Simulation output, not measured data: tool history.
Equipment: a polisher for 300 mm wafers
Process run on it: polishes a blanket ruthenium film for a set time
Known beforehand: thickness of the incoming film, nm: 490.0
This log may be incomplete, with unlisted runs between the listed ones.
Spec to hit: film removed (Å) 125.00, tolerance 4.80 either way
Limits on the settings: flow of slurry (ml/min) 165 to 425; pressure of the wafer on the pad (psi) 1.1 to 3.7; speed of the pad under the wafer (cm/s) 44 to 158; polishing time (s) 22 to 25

| run | hour | flow of slurry (ml/min) | pressure of the wafer on the pad (psi) | speed of the pad under the wafer (cm/s) | polishing time (s) | film removed (Å) |
|---|---|---|---|---|---|---|
| 1 | 0.0 | 275 | 2.4 | 100 | 25 | 286.93 |
| 2 | 6.9 | 275 | 2.4 | 122 | 25 | 341.21 |
| 3 | 13.8 | 275 | 2.9 | 122 | 25 | 410.50 |
| 4 | 16.4 | 275 | 2.5 | 122 | 25 | 350.31 |
| 5 | 18.6 | 275 | 2.2 | 110 | 25 | 281.90 |
| 6 | 26.2 | 275 | 2.2 | 128 | 25 | 326.18 |
| 7 | 28.0 | 275 | 2.0 | 116 | 25 | 277.03 |
| 8 | 31.7 | 275 | 1.4 | 88 | 23 | 137.70 |

Exercise: of the 4 proposed moves below, exactly one satisfies all targets within the stated allowed misses. Which move is it?
| A | 35.4 | 320 | 1.2 | 100 | 25 | ? |
| B | 35.4 | 210 | 1.6 | 88 | 24 | ? |
| C | 35.4 | 275 | 1.5 | 80 | 22 | ? |
| D | 35.4 | 280 | 1.5 | 86 | 24 | ? |

| move | film removed (Å) |
|---|---|
| A | 144.61 |
| B | 156.30 |
| C | 125.40 |
| D | 146.87 |
A: moves away from the targets compared with the last run
B: moves away from the targets compared with the last run
C: each result inside its tolerance
D: moves away from the targets compared with the last run
C meets every target.
